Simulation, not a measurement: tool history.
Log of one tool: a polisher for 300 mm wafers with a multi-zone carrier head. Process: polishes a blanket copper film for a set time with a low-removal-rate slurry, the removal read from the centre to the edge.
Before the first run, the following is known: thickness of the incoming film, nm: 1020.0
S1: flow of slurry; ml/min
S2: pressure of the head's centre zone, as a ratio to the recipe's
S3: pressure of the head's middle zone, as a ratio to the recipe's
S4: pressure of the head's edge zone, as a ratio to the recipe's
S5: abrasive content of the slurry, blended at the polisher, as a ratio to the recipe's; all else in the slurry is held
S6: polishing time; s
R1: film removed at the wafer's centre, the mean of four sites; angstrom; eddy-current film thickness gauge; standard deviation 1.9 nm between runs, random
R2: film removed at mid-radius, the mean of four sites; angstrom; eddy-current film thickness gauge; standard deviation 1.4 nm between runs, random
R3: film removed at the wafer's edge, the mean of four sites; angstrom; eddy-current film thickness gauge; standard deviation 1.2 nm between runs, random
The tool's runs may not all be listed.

run    day   S1    S2    S3    S4    S5  S6      R1      R2      R3
  1      0  250     1     1     1     1  34  1314.5  1319.8  1328.8
  2  0.196  250     1     1  1.07     1  34  1318.5  1319.4  1385.3
  3  0.308  250     1     1  1.07  0.85  34    1278  1274.3  1307.8
  4  0.642  275  1.07  1.06  1.07  0.95  34  1412.8    1383  1363.2
  5  1.017  295  1.11   1.1  1.06  1.05  34  1522.5  1464.9  1387.3
  6  1.229  345  1.11   1.1  1.06  1.05  34  1536.7  1469.5  1413.4

What will run 7 give?
  7  1.542  345  1.13  1.12  1.06  1.15  34   ?   ?   ?

Run 7 measured R1 1609.2 angstrom, R2 1538.5 angstrom, R3 1446.5 angstrom.

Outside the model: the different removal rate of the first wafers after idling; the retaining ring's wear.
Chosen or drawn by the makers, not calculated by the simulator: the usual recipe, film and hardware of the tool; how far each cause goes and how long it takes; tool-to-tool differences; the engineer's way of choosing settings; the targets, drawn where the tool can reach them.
